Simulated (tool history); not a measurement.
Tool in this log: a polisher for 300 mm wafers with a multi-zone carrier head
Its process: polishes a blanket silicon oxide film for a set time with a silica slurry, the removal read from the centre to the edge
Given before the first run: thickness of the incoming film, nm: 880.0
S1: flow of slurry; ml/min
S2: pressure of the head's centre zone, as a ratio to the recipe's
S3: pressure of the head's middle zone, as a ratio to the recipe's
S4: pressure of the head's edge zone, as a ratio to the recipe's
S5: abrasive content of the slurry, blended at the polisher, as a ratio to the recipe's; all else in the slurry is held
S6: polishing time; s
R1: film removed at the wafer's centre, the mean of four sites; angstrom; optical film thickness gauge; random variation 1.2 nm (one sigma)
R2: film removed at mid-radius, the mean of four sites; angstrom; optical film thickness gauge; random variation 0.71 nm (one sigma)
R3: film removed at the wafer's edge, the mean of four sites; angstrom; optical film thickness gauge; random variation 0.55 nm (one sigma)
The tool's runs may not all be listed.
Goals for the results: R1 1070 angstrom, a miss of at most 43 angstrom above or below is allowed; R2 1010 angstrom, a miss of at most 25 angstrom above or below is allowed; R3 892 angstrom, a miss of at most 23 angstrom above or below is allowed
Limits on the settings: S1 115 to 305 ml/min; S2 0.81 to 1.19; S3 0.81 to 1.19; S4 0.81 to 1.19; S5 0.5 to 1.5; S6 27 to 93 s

run  hour   S1    S2    S3    S4    S5  S6      R1      R2      R3
  1     0  195     1     1     1     1  59  1808.4  1797.7  1787.4
  2   6.4  195     1     1  0.92     1  59  1801.4  1811.5  1715.9
  3  10.4  195     1     1  0.96     1  59  1779.8  1812.6  1743.2
  4  19.1  195  1.02     1  0.93  0.85  54  1607.6  1572.8  1506.1
  5  27.8  195  1.03  1.01   0.9  0.75  49  1401.8  1400.7  1313.9
  6  33.8  195  1.05  1.02  0.88   0.7  45  1317.2  1262.3  1166.6
  7    35  160  1.05  1.05  0.81   0.5  38  996.16  973.29  863.93
  8  39.9  170  1.06  1.05  0.81   0.5  38  1003.9  979.99  867.92
  9  42.6  175  1.07  1.05  0.81   0.5  38  1020.4  984.36   864.6
 10  44.1  180  1.07  1.05  0.82   0.5  38  1014.1  986.37  875.74

Exercise: of the 4 proposed moves below, exactly one satisfies all targets within the stated allowed misses. Which move is it?
  A  45.6  190  1.02  1.04  0.84  0.55  37   ?   ?   ?
  B  45.6  150  1.11  0.92  0.86   0.5  39   ?   ?   ?
  C  45.6  115  1.11  1.07  0.81  0.75  37   ?   ?   ?
  D  45.6  180  0.99  1.04  0.89   0.5  37   ?   ?   ?

move      R1      R2      R3
   A  975.72  988.41  879.98
   B  1054.7  927.81  897.98
   C  1062.9  1015.9  892.93
   D  920.51  960.26  878.91
A: lands further from the targets than the last run did
B: corrects the largest miss of the last run, while another result sits out of spec
C: in spec on every target
D: lands further from the targets than the last run did
C is the move that brings every result within its allowed miss.
